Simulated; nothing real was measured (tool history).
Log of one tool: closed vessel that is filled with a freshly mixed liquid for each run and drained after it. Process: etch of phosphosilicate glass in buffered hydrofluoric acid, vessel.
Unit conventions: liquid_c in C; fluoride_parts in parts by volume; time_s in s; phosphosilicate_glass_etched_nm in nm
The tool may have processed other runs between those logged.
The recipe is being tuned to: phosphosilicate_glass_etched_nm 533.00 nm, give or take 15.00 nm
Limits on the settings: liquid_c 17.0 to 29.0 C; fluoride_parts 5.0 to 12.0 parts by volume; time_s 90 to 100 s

run  hour  liquid_c  fluoride_parts  time_s  phosphosilicate_glass_etched_nm
  1   0.0      21.0             7.0      90                           981.15
  2   1.6      20.5             7.5      90                           886.49
  3   7.5      20.0             8.0      90                           805.74
  4  12.7      20.0             8.0     100                           895.98
  5  17.9      20.0             6.0     100                          1173.00
  6  25.4      22.0             6.0     100                          1302.90
  7  30.8      21.0             7.0     100                          1084.40
  8  36.6      20.5             7.5     100                           984.38
  9  41.3      20.0             8.0     100                           891.01
 10  45.7      17.0            10.5     100                           585.84
 11  51.4      17.0            11.0     100                           569.35

Which one of the following 5 next-run settings gets every result inside its allowed miss? There is exactly one.
  A  57.1      18.0            11.5     100                                ?
  B  57.1      17.5             9.5      95                                ?
  C  57.1      18.5            11.5     100                                ?
  D  57.1      17.0            11.0      95                                ?
  E  57.1      18.5            10.0      90                                ?

move  phosphosilicate_glass_etched_nm
   A                           574.24
   B                           627.68
   C                           590.74
   D                           538.20
   E                           609.31
A: lands further from the targets than the last run did
B: lands further from the targets than the last run did
C: lands further from the targets than the last run did
D: in spec on every target
E: lands further from the targets than the last run did
D is the move that brings every result within its allowed miss.
